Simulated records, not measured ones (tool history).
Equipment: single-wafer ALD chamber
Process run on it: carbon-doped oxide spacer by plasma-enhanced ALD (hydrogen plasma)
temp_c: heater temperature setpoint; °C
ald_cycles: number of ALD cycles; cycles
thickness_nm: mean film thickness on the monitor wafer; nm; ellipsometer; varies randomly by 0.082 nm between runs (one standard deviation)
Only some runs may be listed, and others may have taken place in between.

| run | day | temp_c | ald_cycles | thickness_nm |
|---|---|---|---|---|
| 1 | 0 | 405 | 280 | 15.623 |
| 2 | 0.138 | 405 | 316 | 17.68 |
| 3 | 0.425 | 400 | 316 | 17.876 |
| 4 | 0.75 | 407 | 316 | 17.564 |
| 5 | 0.996 | 399 | 316 | 17.891 |
| 6 | 1.221 | 399 | 351 | 19.803 |
| 7 | 1.333 | 400 | 348 | 19.679 |
| 8 | 1.596 | 401 | 346 | 19.815 |

For run 9, what comes out?
| 9 | 1.846 | 401 | 343 | ? |

Logged for run 9: thickness_nm 19.489 nm.
